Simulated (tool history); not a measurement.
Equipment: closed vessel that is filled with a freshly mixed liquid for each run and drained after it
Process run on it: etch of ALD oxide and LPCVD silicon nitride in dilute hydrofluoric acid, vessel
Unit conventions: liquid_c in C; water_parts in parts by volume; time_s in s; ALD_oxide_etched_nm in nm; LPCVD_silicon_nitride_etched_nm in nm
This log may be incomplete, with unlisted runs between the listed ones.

| run | hour | liquid_c | water_parts | time_s | ALD_oxide_etched_nm | LPCVD_silicon_nitride_etched_nm |
|---|---|---|---|---|---|---|
| 1 | 0 | 22 | 70 | 115 | 31.031 | 0.84508 |
| 2 | 6 | 20 | 70 | 115 | 28.686 | 0.70618 |
| 3 | 13.3 | 20 | 75 | 115 | 26.65 | 0.6957 |
| 4 | 18.3 | 18 | 75 | 115 | 24.439 | 0.58795 |
| 5 | 21.3 | 18 | 75 | 155 | 32.996 | 0.80871 |
| 6 | 27.5 | 18 | 80 | 155 | 30.651 | 0.69078 |

What does the tool deliver on the next run?
| 7 | 32.6 | 18.5 | 85 | 155 | ? | ? |

Run 7 yielded ALD_oxide_etched_nm 29.294 nm, LPCVD_silicon_nitride_etched_nm 0.71803 nm.
